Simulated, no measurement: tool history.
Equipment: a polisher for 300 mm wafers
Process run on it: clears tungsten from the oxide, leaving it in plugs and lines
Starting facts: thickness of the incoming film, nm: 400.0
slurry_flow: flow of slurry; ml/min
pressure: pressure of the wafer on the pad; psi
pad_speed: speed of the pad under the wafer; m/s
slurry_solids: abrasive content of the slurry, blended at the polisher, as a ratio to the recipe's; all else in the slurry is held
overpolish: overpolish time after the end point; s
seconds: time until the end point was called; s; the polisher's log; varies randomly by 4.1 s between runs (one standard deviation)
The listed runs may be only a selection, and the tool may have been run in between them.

{"run": 1, "day": 0.0, "slurry_flow": 270, "pressure": 3.8, "pad_speed": 0.84, "slurry_solids": 1, "overpolish": 15, "seconds": 123.1}
{"run": 2, "day": 0.258, "slurry_flow": 325, "pressure": 3.8, "pad_speed": 0.84, "slurry_solids": 1, "overpolish": 15, "seconds": 122.25}
{"run": 3, "day": 0.375, "slurry_flow": 325, "pressure": 3.5, "pad_speed": 0.82, "slurry_solids": 1, "overpolish": 15, "seconds": 130.11}
{"run": 4, "day": 0.65, "slurry_flow": 325, "pressure": 3.3, "pad_speed": 0.78, "slurry_solids": 1, "overpolish": 15, "seconds": 149.32}
{"run": 5, "day": 0.8, "slurry_flow": 325, "pressure": 3.1, "pad_speed": 0.78, "slurry_solids": 1, "overpolish": 15, "seconds": 154.88}
{"run": 6, "day": 1.054, "slurry_flow": 325, "pressure": 3.1, "pad_speed": 0.7, "slurry_solids": 1, "overpolish": 15, "seconds": 166.28}
{"run": 7, "day": 1.346, "slurry_flow": 325, "pressure": 2.9, "pad_speed": 0.7, "slurry_solids": 1, "overpolish": 15, "seconds": 176.38}
{"run": 8, "day": 1.496, "slurry_flow": 325, "pressure": 2.7, "pad_speed": 0.7, "slurry_solids": 1, "overpolish": 15, "seconds": 192.35}
{"run": 9, "day": 1.854, "slurry_flow": 325, "pressure": 2.6, "pad_speed": 0.7, "slurry_solids": 1, "overpolish": 15, "seconds": 199.26}
{"run": 10, "day": 2.175, "slurry_flow": 325, "pressure": 2.5, "pad_speed": 0.7, "slurry_solids": 1, "overpolish": 15, "seconds": 205.4}
{"run": 11, "day": 2.379, "slurry_flow": 325, "pressure": 2.4, "pad_speed": 0.7, "slurry_solids": 1, "overpolish": 15, "seconds": 221}

What does the tool deliver on the next run?
{"run": 12, "day": 2.654, "slurry_flow": 320, "pressure": 2.3, "pad_speed": 0.7, "slurry_solids": 1, "overpolish": 15, "seconds": "?"}

Run 12 gave seconds 225.64 s.

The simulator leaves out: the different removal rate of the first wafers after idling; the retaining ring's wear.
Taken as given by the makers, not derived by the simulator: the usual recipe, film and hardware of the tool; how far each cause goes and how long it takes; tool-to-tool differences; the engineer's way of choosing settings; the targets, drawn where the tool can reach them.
